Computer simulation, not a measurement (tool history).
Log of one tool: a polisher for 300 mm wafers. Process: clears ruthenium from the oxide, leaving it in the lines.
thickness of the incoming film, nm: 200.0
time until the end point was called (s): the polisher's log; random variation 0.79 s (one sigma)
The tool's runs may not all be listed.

run	hour	flow of slurry (ml/min)	pressure of the wafer on the pad (psi)	speed of the pad under the wafer (cm/s)	overpolish time after the end point (s)	time until the end point was called (s)
1	0.0	305	2.6	116	14	140.190
2	8.8	305	2.6	116	14	139.810
3	12.2	305	2.6	116	14	138.070
4	17.7	305	2.6	116	14	140.280
5	18.7	305	2.6	116	16	138.610
6	26.8	255	2.6	116	16	142.250
7	28.5	260	2.8	116	16	132.070
8	31.1	260	3.5	118	16	102.320
9	38.3	260	3.6	118	16	102.070

Run 10 comes next. What will it give?
10	46.7	260	3.7	118	16	?

time until the end point was called (s): 98.915

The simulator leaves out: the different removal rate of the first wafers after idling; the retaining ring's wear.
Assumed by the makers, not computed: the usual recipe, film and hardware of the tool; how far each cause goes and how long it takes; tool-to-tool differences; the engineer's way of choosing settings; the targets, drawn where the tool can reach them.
